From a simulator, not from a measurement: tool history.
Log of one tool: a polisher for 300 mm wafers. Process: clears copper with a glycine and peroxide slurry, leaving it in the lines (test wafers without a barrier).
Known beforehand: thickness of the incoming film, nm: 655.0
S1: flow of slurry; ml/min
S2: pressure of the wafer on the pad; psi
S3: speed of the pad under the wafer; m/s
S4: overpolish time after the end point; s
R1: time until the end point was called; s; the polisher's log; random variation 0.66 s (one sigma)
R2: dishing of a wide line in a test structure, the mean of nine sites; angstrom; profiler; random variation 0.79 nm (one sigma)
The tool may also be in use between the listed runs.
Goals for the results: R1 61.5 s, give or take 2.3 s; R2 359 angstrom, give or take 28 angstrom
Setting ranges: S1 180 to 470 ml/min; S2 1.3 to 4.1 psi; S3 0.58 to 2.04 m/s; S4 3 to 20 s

{"run": 1, "hour": 0.0, "S1": 300, "S2": 2.7, "S3": 1.3, "S4": 10, "R1": 78.507, "R2": 514.58}
{"run": 2, "hour": 5.7, "S1": 300, "S2": 2.7, "S3": 1.42, "S4": 10, "R1": 72.308, "R2": 537.16}
{"run": 3, "hour": 14.0, "S1": 300, "S2": 2.7, "S3": 1.1, "S4": 10, "R1": 91.762, "R2": 452.84}
{"run": 4, "hour": 18.7, "S1": 350, "S2": 2.7, "S3": 1.1, "S4": 10, "R1": 89.92, "R2": 466.64}
{"run": 5, "hour": 23.8, "S1": 345, "S2": 3, "S3": 1.12, "S4": 8, "R1": 83.233, "R2": 424.27}
{"run": 6, "hour": 27.8, "S1": 345, "S2": 2.4, "S3": 1.12, "S4": 8, "R1": 98.172, "R2": 353.59}
{"run": 7, "hour": 32.5, "S1": 335, "S2": 2.8, "S3": 1.18, "S4": 6, "R1": 83.701, "R2": 312.74}
{"run": 8, "hour": 38.5, "S1": 335, "S2": 3.1, "S3": 1.2, "S4": 6, "R1": 74.979, "R2": 362.71}

5 candidate next runs follow, results not yet known. Just one meets every target within its allowed miss. Identify it.
{"run": "A", "hour": 44.5, "S1": 350, "S2": 2.9, "S3": 0.86, "S4": 7, "R1": "?", "R2": "?"}
{"run": "B", "hour": 44.5, "S1": 330, "S2": 3, "S3": 1.16, "S4": 6, "R1": "?", "R2": "?"}
{"run": "C", "hour": 44.5, "S1": 290, "S2": 3.2, "S3": 1.5, "S4": 5, "R1": "?", "R2": "?"}
{"run": "D", "hour": 44.5, "S1": 335, "S2": 2.9, "S3": 0.86, "S4": 9, "R1": "?", "R2": "?"}
{"run": "E", "hour": 44.5, "S1": 240, "S2": 2.5, "S3": 1.14, "S4": 7, "R1": "?", "R2": "?"}

move=A R1=103.57 R2=301.77
move=B R1=78.888 R2=334.23
move=C R1=60.314 R2=360.26
move=D R1=103.95 R2=375.9
move=E R1=96.551 R2=318.45
A: lands further from the targets than the last run did
B: lands further from the targets than the last run did
C: hits every target within its allowed miss
D: lands further from the targets than the last run did
E: lands further from the targets than the last run did
C is the move that brings every result within its allowed miss.
